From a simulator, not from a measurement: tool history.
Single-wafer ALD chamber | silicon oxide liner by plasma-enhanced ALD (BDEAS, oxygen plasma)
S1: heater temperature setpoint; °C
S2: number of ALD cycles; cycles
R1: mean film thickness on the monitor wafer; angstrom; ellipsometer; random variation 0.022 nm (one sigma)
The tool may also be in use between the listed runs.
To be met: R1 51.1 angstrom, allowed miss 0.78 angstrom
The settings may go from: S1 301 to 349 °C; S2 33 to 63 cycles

run 1 day=0 | S1=325 S2=48 | R1=42.319
run 2 day=0.283 | S1=324 S2=50 | R1=43.868
run 3 day=0.554 | S1=329 S2=50 | R1=43.287
run 4 day=0.879 | S1=325 S2=51 | R1=44.634
run 5 day=1.142 | S1=325 S2=46 | R1=40.369
run 6 day=1.246 | S1=325 S2=51 | R1=44.572
run 7 day=1.462 | S1=321 S2=59 | R1=51.865
run 8 day=1.658 | S1=322 S2=59 | R1=52.43

Which of these 4 next moves meets every target?
run A day=1.854 | S1=329 S2=62 | R1=?
run B day=1.854 | S1=319 S2=60 | R1=?
run C day=1.854 | S1=325 S2=58 | R1=?
run D day=1.854 | S1=324 S2=60 | R1=?

move=A R1=53.825
move=B R1=52.876
move=C R1=50.657
move=D R1=52.482
A: further off than the last run
B: further off than the last run
C: meets every target
D: as far off as the last run
Answer: C
